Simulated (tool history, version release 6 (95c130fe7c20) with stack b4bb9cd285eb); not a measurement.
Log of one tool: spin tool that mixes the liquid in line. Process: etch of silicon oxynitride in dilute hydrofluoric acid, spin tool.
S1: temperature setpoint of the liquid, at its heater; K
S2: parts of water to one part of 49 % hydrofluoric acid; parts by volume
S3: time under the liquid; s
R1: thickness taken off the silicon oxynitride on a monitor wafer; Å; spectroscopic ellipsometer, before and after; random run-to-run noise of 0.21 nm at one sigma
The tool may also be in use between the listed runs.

run,hour,S1,S2,S3,R1
1,0,296.15,70,285,125.2
2,5,298.15,65,285,149.17
3,13.8,298.15,65,305,158.76
4,15,294.65,65,305,133.69
5,23.5,296.65,65,305,148.66
6,27.1,294.15,65,305,132.12
7,31.2,296.15,65,305,142.96

For run 8, what comes out?
8,35.2,298.15,65,305,?

{"run 8": {"R1": 161.26}}

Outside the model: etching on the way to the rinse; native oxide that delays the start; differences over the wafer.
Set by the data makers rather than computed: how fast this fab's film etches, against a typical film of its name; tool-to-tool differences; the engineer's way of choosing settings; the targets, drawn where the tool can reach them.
